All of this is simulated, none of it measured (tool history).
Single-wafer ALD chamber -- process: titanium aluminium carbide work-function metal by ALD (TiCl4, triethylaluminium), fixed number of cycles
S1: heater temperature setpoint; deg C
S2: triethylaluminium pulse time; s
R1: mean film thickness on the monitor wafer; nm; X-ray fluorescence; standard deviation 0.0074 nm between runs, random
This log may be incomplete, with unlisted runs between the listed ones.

run  hour   S1     S2       R1
  1   0.0  305  14.59  1.90220
  2   8.7  314  14.59  1.97800
  3   9.2  314  16.28  2.01810
  4  16.0  310  14.82  1.96160
  5  24.6  306  13.55  1.87940
  6  30.4  303  12.45  1.82920
  7  32.3  300  11.50  1.74770
  8  35.2  298  10.84  1.69160
  9  36.5  296  10.45  1.65470
 10  42.6  284   5.78  0.78077
 11  44.6  287   5.81  0.80435
 12  47.7  292   5.86  0.83718
 13  52.9  294   6.43  1.01360
 14  57.4  297   6.46  1.03170

Expected results for the next run?
     64.2  -- triethylaluminium bottle replaced
 15  64.2  300  6.51   ?

R1: 1.41170 nm
